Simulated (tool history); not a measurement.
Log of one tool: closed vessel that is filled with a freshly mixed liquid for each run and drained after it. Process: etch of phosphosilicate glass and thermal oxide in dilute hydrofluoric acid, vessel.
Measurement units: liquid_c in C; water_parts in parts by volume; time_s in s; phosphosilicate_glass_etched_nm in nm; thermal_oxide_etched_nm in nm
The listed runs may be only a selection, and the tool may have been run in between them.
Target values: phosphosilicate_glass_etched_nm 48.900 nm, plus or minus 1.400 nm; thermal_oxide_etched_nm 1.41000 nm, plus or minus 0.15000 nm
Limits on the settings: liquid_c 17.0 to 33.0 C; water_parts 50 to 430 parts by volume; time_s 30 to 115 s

run,hour,liquid_c,water_parts,time_s,phosphosilicate_glass_etched_nm,thermal_oxide_etched_nm
1,0.0,25.0,240,60,35.723,1.00880
2,5.6,22.0,240,60,31.868,0.94071
3,12.2,22.0,295,60,24.906,0.73130
4,14.8,22.0,355,60,19.479,0.54535
5,16.1,22.0,355,85,27.741,0.81237
6,18.6,19.5,355,85,25.281,0.73288
7,25.1,23.5,340,85,30.424,0.94426
8,33.7,25.0,310,85,36.123,1.05970
9,41.2,27.0,300,85,40.498,1.16350

5 candidate next runs follow, results not yet known. Just one meets every target within its allowed miss. Identify it.
A,48.7,28.5,295,95,?,?
B,48.7,27.5,245,85,?,?
C,48.7,27.0,345,80,?,?
D,48.7,26.0,340,95,?,?
E,48.7,30.0,245,50,?,?

move,phosphosilicate_glass_etched_nm,thermal_oxide_etched_nm
A,48.993,1.41870
B,53.888,1.56050
C,31.900,0.92375
D,37.382,1.08250
E,34.506,0.99921
A: meets every target
B: the result that was furthest off in the last run now lies on the other side of its target
C: the biggest miss grows against the last run
D: the biggest miss grows against the last run
E: the biggest miss grows against the last run
Go with A: it meets all targets.
